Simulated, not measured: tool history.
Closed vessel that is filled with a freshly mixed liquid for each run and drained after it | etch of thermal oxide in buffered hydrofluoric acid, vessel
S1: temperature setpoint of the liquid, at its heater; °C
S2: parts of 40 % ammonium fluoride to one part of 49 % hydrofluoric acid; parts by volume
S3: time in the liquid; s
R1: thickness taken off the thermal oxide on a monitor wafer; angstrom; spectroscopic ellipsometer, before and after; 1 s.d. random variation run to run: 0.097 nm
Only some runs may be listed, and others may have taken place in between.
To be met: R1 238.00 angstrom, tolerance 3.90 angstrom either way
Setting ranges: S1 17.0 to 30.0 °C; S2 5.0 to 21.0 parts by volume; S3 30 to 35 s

run,hour,S1,S2,S3,R1
1,0.0,22.0,13.0,35,313.82
2,2.7,22.0,13.0,30,269.20
3,10.1,21.5,13.0,30,261.75
4,18.4,21.5,13.0,30,262.91
5,20.7,21.0,13.0,30,255.22
6,24.8,21.0,13.0,35,298.06
7,29.9,20.5,13.0,35,289.35
8,34.6,20.0,13.0,35,282.37
9,38.0,19.5,13.0,35,275.48
10,46.4,19.0,13.0,35,267.94
11,48.6,18.5,13.0,35,258.76
12,51.0,18.0,13.0,35,252.71
13,52.6,17.5,13.0,35,244.76

Pick the move, out of 4, that brings all results within their allowed miss; only one does.
A,54.2,18.5,12.5,30,?
B,54.2,17.5,14.0,35,?
C,54.2,19.5,15.0,35,?
D,54.2,19.5,13.5,30,?

move,R1
A,232.13
B,228.94
C,239.58
D,227.75
A: moves the result that the last run missed by most past its target, out the other side
B: moves the result that the last run missed by most past its target, out the other side
C: all results in spec
D: moves the result that the last run missed by most past its target, out the other side
C is the move that brings every result within its allowed miss.

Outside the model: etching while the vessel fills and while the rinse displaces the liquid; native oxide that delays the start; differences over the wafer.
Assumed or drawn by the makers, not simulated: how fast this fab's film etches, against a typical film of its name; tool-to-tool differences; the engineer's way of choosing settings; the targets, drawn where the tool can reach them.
